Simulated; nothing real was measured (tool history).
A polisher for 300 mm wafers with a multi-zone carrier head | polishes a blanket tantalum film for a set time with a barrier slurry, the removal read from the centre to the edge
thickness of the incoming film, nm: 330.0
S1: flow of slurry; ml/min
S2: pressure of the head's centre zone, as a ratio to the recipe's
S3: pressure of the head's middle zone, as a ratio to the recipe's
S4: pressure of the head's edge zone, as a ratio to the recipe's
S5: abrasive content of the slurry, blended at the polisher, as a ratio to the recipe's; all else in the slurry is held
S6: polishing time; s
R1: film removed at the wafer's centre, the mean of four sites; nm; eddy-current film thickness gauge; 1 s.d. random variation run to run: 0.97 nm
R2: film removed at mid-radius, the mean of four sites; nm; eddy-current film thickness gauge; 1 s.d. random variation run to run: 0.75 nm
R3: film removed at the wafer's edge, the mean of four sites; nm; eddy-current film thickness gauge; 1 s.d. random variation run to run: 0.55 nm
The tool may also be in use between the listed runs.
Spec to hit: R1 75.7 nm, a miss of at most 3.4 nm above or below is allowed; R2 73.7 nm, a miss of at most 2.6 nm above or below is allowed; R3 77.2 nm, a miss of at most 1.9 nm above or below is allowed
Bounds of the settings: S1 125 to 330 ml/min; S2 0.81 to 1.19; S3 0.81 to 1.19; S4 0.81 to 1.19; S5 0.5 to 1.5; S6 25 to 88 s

run  hour   S1    S2    S3    S4    S5  S6      R1      R2      R3
  1     0  210     1     1     1     1  56  62.675  62.541  63.557
  2   7.6  225  1.02  1.02  1.05   1.1  56  66.302  64.608  66.299
  3  12.3  225  1.09  1.02  1.05   1.1  56  70.319  64.728   67.34
  4  20.6  225  1.09  1.02  1.05   1.1  68   87.47  80.008  81.187
  5  21.4  225  1.09  1.05  1.05   1.1  68  84.249  81.409  81.277
  6  23.2  225  1.09  1.13  1.05   1.1  68  86.059  86.989  81.333
  7  24.2  210  1.07  1.09  1.05  1.05  68  82.449   83.41   79.13
  8  28.7  200  1.05  1.05  1.06  1.05  68  80.446  78.463  79.744

4 next moves are on the table. One of them brings every result within its allowed miss. Which?
  A  33.2  240  1.05  1.15  1.03   1.1  63   ?   ?   ?
  B  33.2  205  1.08  1.08  1.18  1.25  60   ?   ?   ?
  C  33.2  185  0.94  1.04   1.1   0.9  67   ?   ?   ?
  D  33.2  160     1  0.98  1.12  1.05  69   ?   ?   ?

move      R1      R2      R3
   A  78.109  82.399  74.853
   B  76.896  74.908  77.443
   C  68.349  74.373  76.846
   D   75.85  73.949  81.638
A: moves away from the targets compared with the last run
B: every result within its allowed miss
C: corrects the largest miss of the last run, while another result sits out of spec
D: corrects the largest miss of the last run, while another result sits out of spec
So the answer is move B, the one that meets all the targets.

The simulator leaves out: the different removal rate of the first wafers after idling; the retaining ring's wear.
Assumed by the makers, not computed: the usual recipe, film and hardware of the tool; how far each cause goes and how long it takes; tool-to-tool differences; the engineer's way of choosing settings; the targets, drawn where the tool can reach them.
